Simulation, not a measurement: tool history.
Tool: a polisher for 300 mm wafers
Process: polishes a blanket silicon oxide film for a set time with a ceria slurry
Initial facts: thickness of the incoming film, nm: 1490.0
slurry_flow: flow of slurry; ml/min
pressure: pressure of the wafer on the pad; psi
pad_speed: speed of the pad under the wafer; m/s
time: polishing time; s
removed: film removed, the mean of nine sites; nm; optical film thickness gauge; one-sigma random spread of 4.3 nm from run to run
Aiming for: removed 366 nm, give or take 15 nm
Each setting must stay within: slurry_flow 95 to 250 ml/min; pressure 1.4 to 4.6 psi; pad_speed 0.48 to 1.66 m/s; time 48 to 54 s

run 1 hour=0 | slurry_flow=160 pressure=3 pad_speed=1.06 time=54 | removed=292.49
run 2 hour=4.7 | slurry_flow=160 pressure=3.1 pad_speed=1.06 time=54 | removed=301.25
run 3 hour=9.2 | slurry_flow=160 pressure=3.1 pad_speed=1.06 time=48 | removed=268.98
run 4 hour=13.4 | slurry_flow=195 pressure=3.1 pad_speed=1.06 time=48 | removed=271.45
run 5 hour=14.5 | slurry_flow=195 pressure=3.1 pad_speed=0.9 time=48 | removed=236.33
run 6 hour=20.1 | slurry_flow=195 pressure=3.4 pad_speed=0.9 time=48 | removed=252.37
run 7 hour=25.6 | slurry_flow=195 pressure=3.7 pad_speed=0.92 time=48 | removed=286.61
run 8 hour=28.5 | slurry_flow=195 pressure=3.9 pad_speed=0.92 time=48 | removed=302.98

Which of these 4 next moves meets every target?
run A hour=31.4 | slurry_flow=230 pressure=3.3 pad_speed=1.16 time=50 | removed=?
run B hour=31.4 | slurry_flow=205 pressure=4.2 pad_speed=0.92 time=54 | removed=?
run C hour=31.4 | slurry_flow=195 pressure=3.4 pad_speed=0.84 time=48 | removed=?
run D hour=31.4 | slurry_flow=200 pressure=3.6 pad_speed=0.7 time=52 | removed=?

move=A removed=336.03
move=B removed=361.78
move=C removed=238.15
move=D removed=229.76
A: closer than the last run, but not yet in spec
B: all results in spec
C: the biggest miss grows against the last run
D: the biggest miss grows against the last run
Answer: B
